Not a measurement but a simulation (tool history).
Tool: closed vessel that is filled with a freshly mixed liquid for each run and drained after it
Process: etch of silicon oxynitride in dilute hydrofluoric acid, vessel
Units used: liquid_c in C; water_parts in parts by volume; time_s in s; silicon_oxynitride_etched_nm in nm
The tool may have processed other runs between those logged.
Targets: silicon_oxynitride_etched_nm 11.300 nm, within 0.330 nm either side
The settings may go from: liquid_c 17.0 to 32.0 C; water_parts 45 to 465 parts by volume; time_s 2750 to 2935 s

Run 1, day 0.000: liquid_c 24.0 C, water_parts 255 parts by volume, time_s 2750 s. Result: silicon_oxynitride_etched_nm 13.728 nm.
Run 2, day 0.112: liquid_c 22.5 C, water_parts 255 parts by volume, time_s 2750 s. Result: silicon_oxynitride_etched_nm 13.054 nm.
Run 3, day 0.258: liquid_c 22.5 C, water_parts 165 parts by volume, time_s 2750 s. Result: silicon_oxynitride_etched_nm 21.323 nm.
Run 4, day 0.458: liquid_c 22.5 C, water_parts 165 parts by volume, time_s 2750 s. Result: silicon_oxynitride_etched_nm 21.210 nm.
Run 5, day 0.538: liquid_c 22.0 C, water_parts 175 parts by volume, time_s 2750 s. Result: silicon_oxynitride_etched_nm 19.636 nm.
Run 6, day 0.717: liquid_c 20.5 C, water_parts 175 parts by volume, time_s 2750 s. Result: silicon_oxynitride_etched_nm 18.171 nm.
Run 7, day 0.821: liquid_c 20.0 C, water_parts 180 parts by volume, time_s 2750 s. Result: silicon_oxynitride_etched_nm 17.127 nm.
Run 8, day 1.042: liquid_c 19.5 C, water_parts 185 parts by volume, time_s 2750 s. Result: silicon_oxynitride_etched_nm 16.263 nm.
Run 9, day 1.412: liquid_c 19.5 C, water_parts 190 parts by volume, time_s 2750 s. Result: silicon_oxynitride_etched_nm 15.862 nm.

Pick the move, out of 5, that brings all results within their allowed miss; only one does.
Run A, day 1.783: liquid_c 21.5 C, water_parts 140 parts by volume, time_s 2935 s. Result: silicon_oxynitride_etched_nm ?.
Run B, day 1.783: liquid_c 17.5 C, water_parts 160 parts by volume, time_s 2935 s. Result: silicon_oxynitride_etched_nm ?.
Run C, day 1.783: liquid_c 22.5 C, water_parts 160 parts by volume, time_s 2935 s. Result: silicon_oxynitride_etched_nm ?.
Run D, day 1.783: liquid_c 17.0 C, water_parts 295 parts by volume, time_s 2855 s. Result: silicon_oxynitride_etched_nm ?.
Run E, day 1.783: liquid_c 18.5 C, water_parts 245 parts by volume, time_s 2750 s. Result: silicon_oxynitride_etched_nm ?.

move  silicon_oxynitride_etched_nm
   A                        26.489
   B                        18.882
   C                        23.931
   D                         8.995
   E                        11.503
A: its largest miss is bigger than the last run's
B: its largest miss is bigger than the last run's
C: its largest miss is bigger than the last run's
D: moves the result that the last run missed by most past its target, out the other side
E: every result lands within tolerance
The right move is E.

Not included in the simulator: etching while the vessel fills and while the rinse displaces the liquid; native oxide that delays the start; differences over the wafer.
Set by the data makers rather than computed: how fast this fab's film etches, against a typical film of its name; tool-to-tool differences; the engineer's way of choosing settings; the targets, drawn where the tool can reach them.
